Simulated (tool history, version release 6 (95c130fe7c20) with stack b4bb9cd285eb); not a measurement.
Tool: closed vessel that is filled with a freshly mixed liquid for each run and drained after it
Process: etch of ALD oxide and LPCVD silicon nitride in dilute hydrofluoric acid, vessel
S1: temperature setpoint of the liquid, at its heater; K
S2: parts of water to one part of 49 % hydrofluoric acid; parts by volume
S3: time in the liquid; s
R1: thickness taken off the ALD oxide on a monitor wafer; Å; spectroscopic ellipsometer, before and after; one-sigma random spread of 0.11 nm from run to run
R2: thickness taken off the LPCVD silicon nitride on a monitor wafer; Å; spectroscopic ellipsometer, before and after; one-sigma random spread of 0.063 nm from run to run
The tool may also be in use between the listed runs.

run 1 hour=0 | S1=295.15 S2=50 S3=60 | R1=155.16 R2=6.9698
run 2 hour=1.9 | S1=292.15 S2=50 S3=60 | R1=136.94 R2=6.3647
run 3 hour=3.2 | S1=292.15 S2=60 S3=60 | R1=113.02 R2=4.8768
run 4 hour=4.9 | S1=292.15 S2=60 S3=40 | R1=75.554 R2=3.2029
run 5 hour=13.1 | S1=295.15 S2=60 S3=40 | R1=85.588 R2=4.2607
run 6 hour=17.4 | S1=297.15 S2=60 S3=40 | R1=92.516 R2=4.4171
run 7 hour=22.8 | S1=297.15 S2=60 S3=40 | R1=91.879 R2=4.9296

Run 8 has not been measured yet. What should we expect?
-- hour=24.9 thermometer replaced
run 8 hour=24.9 | S1=301.15 S2=40 S3=45 | R1=? R2=?

Run 8 measured R1 180.86 Å, R2 9.1965 Å.
